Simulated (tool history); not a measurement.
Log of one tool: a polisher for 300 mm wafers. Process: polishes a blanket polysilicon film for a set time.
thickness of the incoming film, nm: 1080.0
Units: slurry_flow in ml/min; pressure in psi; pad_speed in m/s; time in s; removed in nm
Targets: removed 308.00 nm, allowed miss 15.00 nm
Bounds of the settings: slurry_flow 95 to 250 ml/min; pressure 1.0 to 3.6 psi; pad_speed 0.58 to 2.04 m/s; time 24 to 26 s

run  hour  slurry_flow  pressure  pad_speed  time  removed
  1   0.0          160       2.3       1.30    26   206.40
  2   7.6          185       2.3       1.30    26   209.88
  3  15.5          185       2.6       1.32    26   242.96
  4  19.8          185       2.8       1.32    26   264.97
  5  24.9          185       2.9       1.32    26   272.19
  6  31.0          185       2.9       1.00    26   214.58
  7  32.7          190       3.5       1.08    26   278.89
  8  34.7          190       3.5       1.10    26   277.52

Which of these 5 next moves meets every target?
  A  36.7          195       3.6       1.34    26        ?
  B  36.7          250       3.3       1.32    26        ?
  C  36.7          185       3.5       1.36    26        ?
  D  36.7          155       3.3       1.10    25        ?
  E  36.7          190       3.5       1.44    26        ?

move  removed
   A   335.32
   B   312.60
   C   327.86
   D   248.77
   E   343.62
A: takes the result that was furthest off past its target
B: meets every target
C: takes the result that was furthest off past its target
D: further off than the last run
E: takes the result that was furthest off past its target
Move B is the one to make.
